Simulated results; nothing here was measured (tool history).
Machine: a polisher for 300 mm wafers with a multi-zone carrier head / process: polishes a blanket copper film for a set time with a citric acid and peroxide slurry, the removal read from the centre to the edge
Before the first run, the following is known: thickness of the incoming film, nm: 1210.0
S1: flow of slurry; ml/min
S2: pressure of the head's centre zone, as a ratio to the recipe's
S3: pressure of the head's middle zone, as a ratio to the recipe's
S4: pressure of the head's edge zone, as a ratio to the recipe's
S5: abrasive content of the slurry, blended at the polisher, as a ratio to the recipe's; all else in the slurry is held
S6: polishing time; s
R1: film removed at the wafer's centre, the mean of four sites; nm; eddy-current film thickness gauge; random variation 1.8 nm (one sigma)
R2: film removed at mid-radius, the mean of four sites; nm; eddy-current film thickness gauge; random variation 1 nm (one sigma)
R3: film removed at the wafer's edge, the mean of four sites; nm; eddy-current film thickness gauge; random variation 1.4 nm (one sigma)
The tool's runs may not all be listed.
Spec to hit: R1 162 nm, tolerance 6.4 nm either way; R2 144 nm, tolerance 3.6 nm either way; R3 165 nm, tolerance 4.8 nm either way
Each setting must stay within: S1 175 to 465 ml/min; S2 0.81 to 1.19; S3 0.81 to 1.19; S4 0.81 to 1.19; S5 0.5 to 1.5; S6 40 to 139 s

run    day   S1    S2    S3    S4    S5  S6      R1      R2      R3
  1      0  295     1     1     1     1  89  119.44  124.64  122.65
  2  0.067  295     1     1     1   1.1  89  124.43  129.75  127.43
  3  0.362  295     1  0.94     1   1.1  89  123.45  123.06  124.15
  4  0.738  280  1.02  0.92  1.06  1.25  92  136.12  126.13  135.25
     1.012  -- slurry nozzle cleaned
  5  1.012  290  1.02  0.93   1.1  1.35  94  146.15  138.07     147
  6  1.354  290  1.02  1.01   1.1  1.35  94  143.71  147.26  147.15
  7  1.538  295  1.02  0.97  1.13   1.4  95  147.03  145.88  151.04
  8  1.896  290  1.02  0.94  1.15  1.45  97  149.26  145.81  158.78
  9  2.067  295  1.04  0.93  1.16  1.45  97  154.35  144.02  156.24
 10    2.2  290  1.04  0.91  1.17  1.45  98  158.77  143.08  161.73
 11  2.258  290  1.04  0.91  1.18  1.45  98  155.33  141.57  160.56

Which single option among these 4 for the next run brings every result within its allowed miss of target? Just one does.
  A  2.317  305  0.95  0.84  1.19  1.45  102   ?   ?   ?
  B  2.317  275  1.07  0.89  1.15   1.4  102   ?   ?   ?
  C  2.317  295  0.99  0.81  1.19  1.45  102   ?   ?   ?
  D  2.317  265  1.08  0.94  1.15  1.35   99   ?   ?   ?

move      R1      R2      R3
   A  147.97  139.75  169.49
   B  163.36  143.59  164.09
   C  153.61  135.15  169.09
   D  157.92  143.93  157.23
A: the biggest miss grows against the last run
B: each result inside its tolerance
C: the biggest miss grows against the last run
D: brings the last run's worst result on target, with another outside its allowed miss
B meets every target.

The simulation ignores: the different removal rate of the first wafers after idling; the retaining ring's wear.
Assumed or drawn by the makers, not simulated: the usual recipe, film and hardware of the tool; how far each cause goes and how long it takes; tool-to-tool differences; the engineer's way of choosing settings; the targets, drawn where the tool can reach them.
